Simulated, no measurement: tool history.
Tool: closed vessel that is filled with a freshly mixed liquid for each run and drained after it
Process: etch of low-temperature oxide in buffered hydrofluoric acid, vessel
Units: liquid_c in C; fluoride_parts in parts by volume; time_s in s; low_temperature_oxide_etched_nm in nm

run	hour	liquid_c	fluoride_parts	time_s	low_temperature_oxide_etched_nm
1	0	24	23	100	136.19
2	3.9	24	23	105	141.14
3	7.6	25.5	21.5	105	162.46
4	11.9	27	20.5	105	185.13
5	12.9	28.5	20.5	105	193.89
6	18.4	28.5	20.5	100	186.31
7	23.6	29	19.5	100	204.61
8	28.2	29.5	19	100	212.43
9	34.6	32	16	100	288.7
10	39.4	31.5	16	100	280.16

Run 11 comes next. What will it give?
11	41	31	16	100	?

{"run 11": {"low_temperature_oxide_etched_nm": 272.78}}

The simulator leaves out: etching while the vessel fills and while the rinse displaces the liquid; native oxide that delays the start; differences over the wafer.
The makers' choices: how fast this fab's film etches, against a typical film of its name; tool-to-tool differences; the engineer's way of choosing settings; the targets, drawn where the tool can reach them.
